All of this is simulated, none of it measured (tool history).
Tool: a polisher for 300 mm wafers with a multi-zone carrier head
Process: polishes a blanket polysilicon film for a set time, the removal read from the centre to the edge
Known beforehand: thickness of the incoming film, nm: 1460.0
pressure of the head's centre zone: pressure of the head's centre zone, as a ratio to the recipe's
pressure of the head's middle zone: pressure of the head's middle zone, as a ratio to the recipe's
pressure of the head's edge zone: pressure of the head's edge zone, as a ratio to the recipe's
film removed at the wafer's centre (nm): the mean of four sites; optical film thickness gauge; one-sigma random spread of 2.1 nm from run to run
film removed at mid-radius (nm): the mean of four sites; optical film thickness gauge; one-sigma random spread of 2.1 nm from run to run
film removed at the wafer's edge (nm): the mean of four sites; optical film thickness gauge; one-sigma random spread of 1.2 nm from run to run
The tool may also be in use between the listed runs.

| run | hour | flow of slurry (ml/min) | pressure of the head's centre zone | pressure of the head's middle zone | pressure of the head's edge zone | polishing time (s) | film removed at the wafer's centre (nm) | film removed at mid-radius (nm) | film removed at the wafer's edge (nm) |
|---|---|---|---|---|---|---|---|---|---|
| 1 | 0 | 135 | 1 | 1 | 1 | 34 | 216.53 | 214.63 | 216.04 |
| 2 | 3.4 | 135 | 1 | 1.08 | 1 | 34 | 215.4 | 226.86 | 216.26 |
| 3 | 5.1 | 135 | 1 | 1.08 | 1.04 | 34 | 211.85 | 230.12 | 218.66 |
| 4 | 9.5 | 135 | 1 | 1.08 | 1.01 | 34 | 218.46 | 221.3 | 214.92 |
| 5 | 14.1 | 135 | 1 | 1.08 | 1.01 | 28 | 173.88 | 185.62 | 178.74 |
| 6 | 20.9 | 135 | 0.92 | 1.08 | 1.01 | 28 | 165.35 | 186.94 | 177.6 |
| 7 | 24.1 | 135 | 0.92 | 1.08 | 1.01 | 28 | 163.32 | 189.43 | 179.22 |
| 8 | 33 | 125 | 0.95 | 1.05 | 0.97 | 28 | 166.83 | 181.15 | 173.47 |
| 9 | 39.4 | 115 | 0.97 | 1.01 | 0.95 | 28 | 166.81 | 174.42 | 170.15 |

For run 10, what comes out?
| 10 | 41.2 | 110 | 0.98 | 0.98 | 0.93 | 28 | ? | ? | ? |

{"run 10": {"film removed at the wafer's centre (nm)": 168.02, "film removed at mid-radius (nm)": 170.58, "film removed at the wafer's edge (nm)": 171.39}}
